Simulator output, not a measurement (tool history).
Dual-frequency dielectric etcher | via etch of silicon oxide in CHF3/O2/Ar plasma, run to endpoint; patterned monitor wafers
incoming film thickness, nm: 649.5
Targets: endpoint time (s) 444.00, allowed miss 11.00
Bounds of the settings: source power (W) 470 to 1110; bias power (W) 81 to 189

run 1 hour=0.0 | source_power_(W)=790 bias_power_(W)=135 | endpoint_time_(s)=343.11
run 2 hour=3.1 | source_power_(W)=930 bias_power_(W)=135 | endpoint_time_(s)=318.77
run 3 hour=6.0 | source_power_(W)=1010 bias_power_(W)=135 | endpoint_time_(s)=315.40
run 4 hour=8.9 | source_power_(W)=860 bias_power_(W)=120 | endpoint_time_(s)=350.70
run 5 hour=12.9 | source_power_(W)=860 bias_power_(W)=139 | endpoint_time_(s)=321.37
run 6 hour=17.2 | source_power_(W)=940 bias_power_(W)=139 | endpoint_time_(s)=313.52
run 7 hour=25.0 | source_power_(W)=780 bias_power_(W)=112 | endpoint_time_(s)=379.32
run 8 hour=31.5 | source_power_(W)=710 bias_power_(W)=109 | endpoint_time_(s)=392.70
run 9 hour=35.2 | source_power_(W)=660 bias_power_(W)=106 | endpoint_time_(s)=412.87
run 10 hour=40.4 | source_power_(W)=630 bias_power_(W)=105 | endpoint_time_(s)=421.89
run 11 hour=43.6 | source_power_(W)=610 bias_power_(W)=104 | endpoint_time_(s)=418.84

Which of these 5 next moves meets every target?
run A hour=46.8 | source_power_(W)=490 bias_power_(W)=131 | endpoint_time_(s)=?
run B hour=46.8 | source_power_(W)=500 bias_power_(W)=128 | endpoint_time_(s)=?
run C hour=46.8 | source_power_(W)=570 bias_power_(W)=107 | endpoint_time_(s)=?
run D hour=46.8 | source_power_(W)=680 bias_power_(W)=91 | endpoint_time_(s)=?
run E hour=46.8 | source_power_(W)=610 bias_power_(W)=108 | endpoint_time_(s)=?

move=A endpoint_time_(s)=403.84
move=B endpoint_time_(s)=406.07
move=C endpoint_time_(s)=427.65
move=D endpoint_time_(s)=440.31
move=E endpoint_time_(s)=415.88
A: further off than the last run
B: further off than the last run
C: nearer than the last run, and not there yet
D: meets every target
E: further off than the last run
Answer: D
